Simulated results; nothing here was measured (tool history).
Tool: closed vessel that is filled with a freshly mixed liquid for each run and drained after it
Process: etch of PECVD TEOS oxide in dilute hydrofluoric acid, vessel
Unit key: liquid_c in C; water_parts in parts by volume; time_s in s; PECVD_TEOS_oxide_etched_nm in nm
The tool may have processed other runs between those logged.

run  hour  liquid_c  water_parts  time_s  PECVD_TEOS_oxide_etched_nm
  1     0        23           70      95                       38.15
  2   5.8        23           55      95                      48.912
  3   8.9        23           55     105                      54.446
  4  12.9        25           50     105                      65.041
  5  21.4        25           50     105                       65.09
  6  29.3        25           75     105                      42.091
  7  33.4      26.5           65     105                      52.049

What will run 8 give?
  8  42.1      27.5           55     105                           ?

{"run 8": {"PECVD_TEOS_oxide_etched_nm": 65.459}}
